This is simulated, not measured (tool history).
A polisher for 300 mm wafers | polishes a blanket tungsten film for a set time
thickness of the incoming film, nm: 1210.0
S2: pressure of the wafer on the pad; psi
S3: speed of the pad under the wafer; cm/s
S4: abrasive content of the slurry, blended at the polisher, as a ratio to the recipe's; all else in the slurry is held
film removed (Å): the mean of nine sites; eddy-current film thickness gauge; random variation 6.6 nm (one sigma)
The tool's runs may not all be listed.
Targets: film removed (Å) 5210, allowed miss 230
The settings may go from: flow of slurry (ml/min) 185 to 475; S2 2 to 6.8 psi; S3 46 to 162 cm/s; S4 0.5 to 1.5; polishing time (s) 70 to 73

Run 1, hour 0: flow of slurry (ml/min) 305, S2 4.4 psi, S3 104 cm/s, S4 1, polishing time (s) 70. Result: film removed (Å) 3401.9.
Run 2, hour 5.2: flow of slurry (ml/min) 305, S2 4.7 psi, S3 104 cm/s, S4 1, polishing time (s) 70. Result: film removed (Å) 3622.1.
Run 3, hour 9.6: flow of slurry (ml/min) 355, S2 4.7 psi, S3 104 cm/s, S4 1, polishing time (s) 70. Result: film removed (Å) 3645.5.
Run 4, hour 12.3: flow of slurry (ml/min) 355, S2 5 psi, S3 104 cm/s, S4 1, polishing time (s) 70. Result: film removed (Å) 3845.8.
Run 5, hour 17.7: flow of slurry (ml/min) 425, S2 5 psi, S3 104 cm/s, S4 1, polishing time (s) 70. Result: film removed (Å) 3906.1.
Run 6, hour 19.3: flow of slurry (ml/min) 425, S2 5.2 psi, S3 104 cm/s, S4 1, polishing time (s) 70. Result: film removed (Å) 4087.2.
Run 7, hour 21.8: flow of slurry (ml/min) 425, S2 5.4 psi, S3 104 cm/s, S4 1, polishing time (s) 70. Result: film removed (Å) 4259.3.
Run 8, hour 24: flow of slurry (ml/min) 425, S2 5.6 psi, S3 104 cm/s, S4 1, polishing time (s) 70. Result: film removed (Å) 4342.2.
Run 9, hour 30.6: flow of slurry (ml/min) 425, S2 5.8 psi, S3 104 cm/s, S4 1, polishing time (s) 70. Result: film removed (Å) 4517.9.

Which of these 4 next moves meets every target?
Run A, hour 37.2: flow of slurry (ml/min) 445, S2 5.6 psi, S3 120 cm/s, S4 0.9, polishing time (s) 73. Result: film removed (Å) ?.
Run B, hour 37.2: flow of slurry (ml/min) 455, S2 4.2 psi, S3 114 cm/s, S4 1, polishing time (s) 70. Result: film removed (Å) ?.
Run C, hour 37.2: flow of slurry (ml/min) 385, S2 5.3 psi, S3 100 cm/s, S4 0.85, polishing time (s) 70. Result: film removed (Å) ?.
Run D, hour 37.2: flow of slurry (ml/min) 475, S2 6.3 psi, S3 94 cm/s, S4 1.2, polishing time (s) 70. Result: film removed (Å) ?.

move  film removed (Å)
   A            5150.4
   B            3648.1
   C            3828.9
   D            4707.4
A: meets every target
B: further off than the last run
C: further off than the last run
D: nearer than the last run, and not there yet
Move A is the one to make.

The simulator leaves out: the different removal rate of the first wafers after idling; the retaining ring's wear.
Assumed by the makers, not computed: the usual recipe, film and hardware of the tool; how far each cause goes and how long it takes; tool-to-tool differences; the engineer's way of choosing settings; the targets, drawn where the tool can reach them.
